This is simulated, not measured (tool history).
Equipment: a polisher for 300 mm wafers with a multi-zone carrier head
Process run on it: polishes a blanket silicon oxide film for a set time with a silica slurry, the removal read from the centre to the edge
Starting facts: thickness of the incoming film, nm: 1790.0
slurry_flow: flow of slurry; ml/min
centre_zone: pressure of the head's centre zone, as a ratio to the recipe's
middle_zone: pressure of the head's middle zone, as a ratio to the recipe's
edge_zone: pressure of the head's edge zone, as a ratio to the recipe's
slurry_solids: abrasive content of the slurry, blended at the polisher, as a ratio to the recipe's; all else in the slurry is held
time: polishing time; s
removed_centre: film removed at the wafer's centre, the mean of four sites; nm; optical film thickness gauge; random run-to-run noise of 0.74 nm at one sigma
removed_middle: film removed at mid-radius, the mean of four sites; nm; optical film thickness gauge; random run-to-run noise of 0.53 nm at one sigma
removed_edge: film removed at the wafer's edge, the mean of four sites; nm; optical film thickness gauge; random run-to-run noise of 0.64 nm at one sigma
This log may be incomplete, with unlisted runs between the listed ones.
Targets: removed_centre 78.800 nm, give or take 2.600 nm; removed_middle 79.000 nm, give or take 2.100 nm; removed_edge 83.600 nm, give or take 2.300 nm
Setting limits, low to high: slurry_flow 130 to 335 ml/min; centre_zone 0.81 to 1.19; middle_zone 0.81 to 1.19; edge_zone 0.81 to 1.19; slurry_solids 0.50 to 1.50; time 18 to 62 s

run 1 day=0.000 | slurry_flow=215 centre_zone=1.00 middle_zone=1.00 edge_zone=1.00 slurry_solids=1.00 time=40 | removed_centre=90.761 removed_middle=101.820 removed_edge=101.350
run 2 day=0.275 | slurry_flow=205 centre_zone=1.00 middle_zone=0.97 edge_zone=0.97 slurry_solids=0.95 time=40 | removed_centre=86.873 removed_middle=97.210 removed_edge=98.049
run 3 day=0.392 | slurry_flow=205 centre_zone=1.05 middle_zone=0.97 edge_zone=0.97 slurry_solids=0.95 time=40 | removed_centre=92.767 removed_middle=97.052 removed_edge=97.207
run 4 day=0.596 | slurry_flow=180 centre_zone=1.05 middle_zone=0.97 edge_zone=0.97 slurry_solids=0.95 time=40 | removed_centre=90.273 removed_middle=94.060 removed_edge=95.684
run 5 day=0.792 | slurry_flow=175 centre_zone=1.05 middle_zone=0.95 edge_zone=0.95 slurry_solids=0.90 time=40 | removed_centre=86.279 removed_middle=90.237 removed_edge=93.096
run 6 day=0.971 | slurry_flow=175 centre_zone=1.05 middle_zone=0.95 edge_zone=1.00 slurry_solids=0.90 time=40 | removed_centre=87.657 removed_middle=90.051 removed_edge=93.044
-- day=1.192 centre zone pressure recalibrated
run 7 day=1.192 | slurry_flow=170 centre_zone=1.05 middle_zone=0.94 edge_zone=1.00 slurry_solids=0.85 time=40 | removed_centre=96.229 removed_middle=86.107 removed_edge=92.105
run 8 day=1.288 | slurry_flow=180 centre_zone=0.95 middle_zone=0.92 edge_zone=0.92 slurry_solids=0.75 time=38 | removed_centre=78.538 removed_middle=76.659 removed_edge=77.984

Pick the move, out of 4, that brings all results within their allowed miss; only one does.
run A day=1.383 | slurry_flow=245 centre_zone=0.97 middle_zone=0.86 edge_zone=0.85 slurry_solids=0.50 time=47 | removed_centre=? removed_middle=? removed_edge=?
run B day=1.383 | slurry_flow=135 centre_zone=1.04 middle_zone=1.03 edge_zone=0.87 slurry_solids=0.80 time=36 | removed_centre=? removed_middle=? removed_edge=?
run C day=1.383 | slurry_flow=220 centre_zone=1.01 middle_zone=0.92 edge_zone=0.92 slurry_solids=0.60 time=39 | removed_centre=? removed_middle=? removed_edge=?
run D day=1.383 | slurry_flow=200 centre_zone=0.95 middle_zone=0.93 edge_zone=1.01 slurry_solids=1.35 time=29 | removed_centre=? removed_middle=? removed_edge=?

move=A removed_centre=80.385 removed_middle=73.833 removed_edge=77.570
move=B removed_centre=76.673 removed_middle=77.244 removed_edge=72.543
move=C removed_centre=76.499 removed_middle=71.398 removed_edge=73.772
move=D removed_centre=78.059 removed_middle=78.332 removed_edge=84.130
A: the biggest miss grows against the last run
B: the biggest miss grows against the last run
C: the biggest miss grows against the last run
D: hits every target within its allowed miss
Correct choice: D, which meets every target
